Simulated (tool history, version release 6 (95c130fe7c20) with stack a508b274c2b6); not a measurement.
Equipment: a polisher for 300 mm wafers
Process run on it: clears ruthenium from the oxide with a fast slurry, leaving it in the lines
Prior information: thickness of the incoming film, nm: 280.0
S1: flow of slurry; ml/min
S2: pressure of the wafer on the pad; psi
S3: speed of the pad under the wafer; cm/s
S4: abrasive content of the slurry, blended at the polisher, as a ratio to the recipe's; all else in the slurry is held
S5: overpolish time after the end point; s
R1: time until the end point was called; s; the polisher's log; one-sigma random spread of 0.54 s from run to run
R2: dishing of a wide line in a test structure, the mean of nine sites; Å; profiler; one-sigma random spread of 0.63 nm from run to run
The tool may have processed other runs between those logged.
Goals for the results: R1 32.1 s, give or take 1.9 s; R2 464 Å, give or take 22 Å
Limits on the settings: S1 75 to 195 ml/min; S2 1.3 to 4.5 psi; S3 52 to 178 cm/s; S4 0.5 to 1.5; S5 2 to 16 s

run 1 hour=0 | S1=125 S2=2.9 S3=114 S4=1 S5=8 | R1=45.744 R2=401.82
run 2 hour=1.9 | S1=125 S2=2.9 S3=140 S4=1 S5=8 | R1=35.316 R2=462.53
run 3 hour=10.8 | S1=105 S2=2.9 S3=140 S4=1 S5=8 | R1=37.422 R2=454.61
run 4 hour=19 | S1=105 S2=2.9 S3=126 S4=1 S5=8 | R1=41.418 R2=422.45
run 5 hour=23.2 | S1=105 S2=3 S3=126 S4=1 S5=8 | R1=39.156 R2=429.46
run 6 hour=27.3 | S1=105 S2=3.1 S3=126 S4=1 S5=8 | R1=39.889 R2=457.25
run 7 hour=30.2 | S1=110 S2=3.1 S3=128 S4=1 S5=8 | R1=36.808 R2=464.14
run 8 hour=36.7 | S1=115 S2=3.1 S3=128 S4=1 S5=8 | R1=38.034 R2=468.6
run 9 hour=44.5 | S1=115 S2=3.1 S3=130 S4=1 S5=8 | R1=37.113 R2=462.18
run 10 hour=48.8 | S1=120 S2=3.3 S3=132 S4=1 S5=7 | R1=34.36 R2=445.9

Consider the 4 candidate settings below. Which is the only one whose results all fall within their allowed miss of target?
run A hour=53.1 | S1=85 S2=3.5 S3=130 S4=1 S5=7 | R1=? R2=?
run B hour=53.1 | S1=105 S2=3.6 S3=150 S4=0.8 S5=7 | R1=? R2=?
run C hour=53.1 | S1=95 S2=3.2 S3=136 S4=0.95 S5=7 | R1=? R2=?
run D hour=53.1 | S1=120 S2=3.2 S3=124 S4=1.1 S5=7 | R1=? R2=?

move=A R1=36.199 R2=427.22
move=B R1=33.243 R2=456.83
move=C R1=37.792 R2=412.78
move=D R1=36.245 R2=426.79
A: moves away from the targets compared with the last run
B: meets every target
C: moves away from the targets compared with the last run
D: moves away from the targets compared with the last run
B meets every target.
